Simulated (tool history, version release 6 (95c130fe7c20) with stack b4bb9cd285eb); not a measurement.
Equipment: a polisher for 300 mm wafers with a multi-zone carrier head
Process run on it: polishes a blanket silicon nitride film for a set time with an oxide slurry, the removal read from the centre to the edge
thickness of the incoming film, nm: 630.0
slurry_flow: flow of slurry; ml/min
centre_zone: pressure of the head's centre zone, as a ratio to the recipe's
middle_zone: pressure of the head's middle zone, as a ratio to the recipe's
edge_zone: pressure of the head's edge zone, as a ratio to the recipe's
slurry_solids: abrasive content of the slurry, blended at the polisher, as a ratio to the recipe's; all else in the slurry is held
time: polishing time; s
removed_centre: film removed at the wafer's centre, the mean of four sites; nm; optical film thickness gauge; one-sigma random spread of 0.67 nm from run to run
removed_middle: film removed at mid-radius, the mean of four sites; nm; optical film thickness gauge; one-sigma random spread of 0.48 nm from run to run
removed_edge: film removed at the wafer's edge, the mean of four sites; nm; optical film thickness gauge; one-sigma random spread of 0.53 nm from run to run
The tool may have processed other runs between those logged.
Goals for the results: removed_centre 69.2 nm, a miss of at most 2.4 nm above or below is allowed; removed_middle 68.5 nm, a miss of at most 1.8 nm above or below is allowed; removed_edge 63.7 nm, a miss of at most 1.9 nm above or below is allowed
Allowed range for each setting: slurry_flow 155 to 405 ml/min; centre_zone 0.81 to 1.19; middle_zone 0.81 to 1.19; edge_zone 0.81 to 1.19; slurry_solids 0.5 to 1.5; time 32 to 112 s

run,day,slurry_flow,centre_zone,middle_zone,edge_zone,slurry_solids,time,removed_centre,removed_middle,removed_edge
1,0,260,1,1,1,1,72,53.085,52.819,52.055
2,0.171,260,1,1.08,1,1,72,53.453,56.409,53.254
3,0.542,280,1.04,1.12,1.03,1.05,72,56.74,58.756,54.915
4,0.721,280,1.08,1.12,1.03,1.05,72,59.447,58.873,54.607
5,1.008,285,1.09,1.14,1.05,1.15,72,62.324,61.865,57.613
6,1.354,285,1.09,1.19,1.05,1.15,72,61.702,65.287,57.641
7,1.55,295,1.11,1.19,1.07,1.2,72,63.581,65.507,58.626
8,1.612,295,1.12,1.19,1.09,1.25,72,66.04,66.745,61.443

Which single option among these 4 for the next run brings every result within its allowed miss of target? Just one does.
A,1.675,290,1.16,1.19,1.05,1.25,78,?,?,?
B,1.675,285,1.14,1.19,1.05,1.35,72,?,?,?
C,1.675,320,1.19,1.12,1.04,1.15,79,?,?,?
D,1.675,350,1.11,1.16,1.12,1.45,71,?,?,?

move,removed_centre,removed_middle,removed_edge
A,73.977,72.225,64.286
B,68.914,68.486,60.971
C,75.043,67.743,63.193
D,68.94,68.754,64.435
A: moves the result that the last run missed by most past its target, out the other side
B: gets the furthest-off result to its target, but another result is out of tolerance
C: moves the result that the last run missed by most past its target, out the other side
D: all results in spec
The move that meets every target is D.
